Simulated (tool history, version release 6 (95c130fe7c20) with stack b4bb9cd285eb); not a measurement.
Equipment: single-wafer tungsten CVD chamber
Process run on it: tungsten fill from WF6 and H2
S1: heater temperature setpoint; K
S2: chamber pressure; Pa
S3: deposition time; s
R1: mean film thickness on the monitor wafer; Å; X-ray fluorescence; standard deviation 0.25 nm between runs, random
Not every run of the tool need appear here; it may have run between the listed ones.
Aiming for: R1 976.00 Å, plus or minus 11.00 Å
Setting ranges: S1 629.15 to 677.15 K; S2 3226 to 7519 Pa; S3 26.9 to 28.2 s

run,hour,S1,S2,S3,R1
1,0.0,653.15,5373,28.2,579.33
2,6.3,661.15,5506,28.2,689.13
3,8.7,666.15,5600,28.2,766.31
4,12.4,670.15,5680,28.2,832.78
5,18.0,672.15,5760,28.2,868.80
6,20.1,674.15,5840,28.2,907.62
7,21.8,675.15,5906,28.2,927.36
8,26.0,676.15,5959,28.2,953.41
9,30.4,676.15,5973,28.2,949.73
10,32.3,676.15,6013,28.2,956.66

5 candidate next runs follow, results not yet known. Just one meets every target within its allowed miss. Identify it.
A,34.2,677.15,6213,27.7,?
B,34.2,677.15,5760,27.4,?
C,34.2,677.15,5880,27.4,?
D,34.2,675.15,5773,28.2,?
E,34.2,675.15,5999,28.1,?

move,R1
A,974.99
B,925.04
C,935.64
D,920.52
E,936.94
A: every result within its allowed miss
B: moves away from the targets compared with the last run
C: moves away from the targets compared with the last run
D: moves away from the targets compared with the last run
E: moves away from the targets compared with the last run
The move that meets every target is A.

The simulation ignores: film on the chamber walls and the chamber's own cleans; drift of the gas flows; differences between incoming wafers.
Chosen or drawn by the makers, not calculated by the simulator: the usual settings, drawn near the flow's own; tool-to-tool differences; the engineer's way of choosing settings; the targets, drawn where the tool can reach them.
